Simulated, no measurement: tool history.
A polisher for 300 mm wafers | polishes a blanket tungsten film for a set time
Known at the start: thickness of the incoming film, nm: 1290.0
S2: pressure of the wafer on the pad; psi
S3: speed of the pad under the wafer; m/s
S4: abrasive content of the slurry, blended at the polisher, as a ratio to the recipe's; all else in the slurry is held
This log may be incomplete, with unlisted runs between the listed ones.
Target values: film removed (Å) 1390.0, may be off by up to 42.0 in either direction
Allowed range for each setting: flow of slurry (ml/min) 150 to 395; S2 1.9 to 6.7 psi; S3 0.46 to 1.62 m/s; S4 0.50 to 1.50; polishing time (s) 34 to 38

run 1 day=0.000 | flow_of_slurry_(ml/min)=250 S2=4.3 S3=1.04 S4=1.00 polishing_time_(s)=38 | film_removed_(Å)=2441.2
run 2 day=0.225 | flow_of_slurry_(ml/min)=250 S2=4.3 S3=1.04 S4=1.00 polishing_time_(s)=38 | film_removed_(Å)=2434.0
run 3 day=0.512 | flow_of_slurry_(ml/min)=250 S2=4.1 S3=1.04 S4=1.00 polishing_time_(s)=38 | film_removed_(Å)=2341.8
run 4 day=0.792 | flow_of_slurry_(ml/min)=250 S2=3.9 S3=1.04 S4=1.00 polishing_time_(s)=38 | film_removed_(Å)=2171.3
run 5 day=1.008 | flow_of_slurry_(ml/min)=190 S2=3.9 S3=1.04 S4=1.00 polishing_time_(s)=38 | film_removed_(Å)=2134.5
run 6 day=1.162 | flow_of_slurry_(ml/min)=190 S2=3.9 S3=1.04 S4=0.90 polishing_time_(s)=38 | film_removed_(Å)=2064.8
run 7 day=1.388 | flow_of_slurry_(ml/min)=190 S2=3.7 S3=1.04 S4=0.90 polishing_time_(s)=38 | film_removed_(Å)=1949.1
run 8 day=1.429 | flow_of_slurry_(ml/min)=190 S2=3.6 S3=1.04 S4=0.90 polishing_time_(s)=38 | film_removed_(Å)=1912.8
run 9 day=1.658 | flow_of_slurry_(ml/min)=190 S2=3.5 S3=1.04 S4=0.90 polishing_time_(s)=38 | film_removed_(Å)=1805.5
run 10 day=1.700 | flow_of_slurry_(ml/min)=190 S2=3.4 S3=1.04 S4=0.90 polishing_time_(s)=38 | film_removed_(Å)=1798.3
run 11 day=2.071 | flow_of_slurry_(ml/min)=190 S2=3.3 S3=1.04 S4=0.90 polishing_time_(s)=38 | film_removed_(Å)=1757.8
run 12 day=2.212 | flow_of_slurry_(ml/min)=190 S2=3.2 S3=1.04 S4=0.90 polishing_time_(s)=38 | film_removed_(Å)=1707.2
run 13 day=2.525 | flow_of_slurry_(ml/min)=190 S2=3.1 S3=1.04 S4=0.90 polishing_time_(s)=38 | film_removed_(Å)=1629.4
run 14 day=2.825 | flow_of_slurry_(ml/min)=185 S2=2.4 S3=1.04 S4=0.90 polishing_time_(s)=38 | film_removed_(Å)=1299.7
run 15 day=2.867 | flow_of_slurry_(ml/min)=185 S2=2.5 S3=1.04 S4=0.90 polishing_time_(s)=38 | film_removed_(Å)=1315.7

Below are 5 possible settings for the next run. Only one of them brings all results inside the allowed miss of their targets. Which is it?
run A day=2.908 | flow_of_slurry_(ml/min)=150 S2=2.3 S3=1.36 S4=0.65 polishing_time_(s)=37 | film_removed_(Å)=?
run B day=2.908 | flow_of_slurry_(ml/min)=200 S2=2.3 S3=1.08 S4=0.90 polishing_time_(s)=38 | film_removed_(Å)=?
run C day=2.908 | flow_of_slurry_(ml/min)=210 S2=2.0 S3=1.20 S4=1.00 polishing_time_(s)=38 | film_removed_(Å)=?
run D day=2.908 | flow_of_slurry_(ml/min)=210 S2=2.7 S3=0.96 S4=0.95 polishing_time_(s)=38 | film_removed_(Å)=?
run E day=2.908 | flow_of_slurry_(ml/min)=190 S2=2.3 S3=1.14 S4=1.00 polishing_time_(s)=34 | film_removed_(Å)=?

move=A film_removed_(Å)=1331.2
move=B film_removed_(Å)=1312.6
move=C film_removed_(Å)=1334.1
move=D film_removed_(Å)=1400.8
move=E film_removed_(Å)=1275.6
A: nearer the targets than the last run, but a result is still out of spec
B: no nearer and no further than the last run
C: nearer the targets than the last run, but a result is still out of spec
D: each result inside its tolerance
E: further off than the last run
Answer: D
